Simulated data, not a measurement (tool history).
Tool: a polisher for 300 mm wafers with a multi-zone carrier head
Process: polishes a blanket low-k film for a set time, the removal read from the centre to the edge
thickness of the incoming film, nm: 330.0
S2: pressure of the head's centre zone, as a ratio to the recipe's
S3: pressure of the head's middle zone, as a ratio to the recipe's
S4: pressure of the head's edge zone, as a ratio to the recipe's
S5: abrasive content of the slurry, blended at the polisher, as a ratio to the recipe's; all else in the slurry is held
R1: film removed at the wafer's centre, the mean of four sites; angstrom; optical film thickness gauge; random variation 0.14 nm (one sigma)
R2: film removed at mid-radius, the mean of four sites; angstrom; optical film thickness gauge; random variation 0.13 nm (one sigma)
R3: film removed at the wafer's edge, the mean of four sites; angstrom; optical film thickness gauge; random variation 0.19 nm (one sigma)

Run 1, hour 0.0: flow of slurry (ml/min) 185, S2 1.00, S3 1.00, S4 1.00, S5 1.00, polishing time (s) 52. Result: R1 172.12 angstrom, R2 176.84 angstrom, R3 178.40 angstrom.
Run 2, hour 1.9: flow of slurry (ml/min) 195, S2 1.02, S3 1.01, S4 1.01, S5 1.00, polishing time (s) 52. Result: R1 176.22 angstrom, R2 178.30 angstrom, R3 177.32 angstrom.
Run 3, hour 6.9: flow of slurry (ml/min) 195, S2 1.02, S3 1.01, S4 1.01, S5 0.85, polishing time (s) 52. Result: R1 161.39 angstrom, R2 164.31 angstrom, R3 160.76 angstrom.
Run 4, hour 10.6: flow of slurry (ml/min) 195, S2 1.02, S3 1.01, S4 1.01, S5 1.00, polishing time (s) 52. Result: R1 178.08 angstrom, R2 179.42 angstrom, R3 178.80 angstrom.
Run 5, hour 11.5: flow of slurry (ml/min) 180, S2 1.02, S3 1.01, S4 1.01, S5 1.00, polishing time (s) 52. Result: R1 175.61 angstrom, R2 177.35 angstrom, R3 178.66 angstrom.
Run 6, hour 15.0: flow of slurry (ml/min) 180, S2 1.04, S3 1.03, S4 1.02, S5 1.00, polishing time (s) 52. Result: R1 177.63 angstrom, R2 179.03 angstrom, R3 177.75 angstrom.

The next listed run, before its measurement:
Run 7, hour 23.1: flow of slurry (ml/min) 185, S2 1.05, S3 1.04, S4 1.03, S5 1.00, polishing time (s) 52. Result: R1 ?, R2 ?, R3 ?.

R1: 179.18 angstrom
R2: 181.09 angstrom
R3: 178.25 angstrom

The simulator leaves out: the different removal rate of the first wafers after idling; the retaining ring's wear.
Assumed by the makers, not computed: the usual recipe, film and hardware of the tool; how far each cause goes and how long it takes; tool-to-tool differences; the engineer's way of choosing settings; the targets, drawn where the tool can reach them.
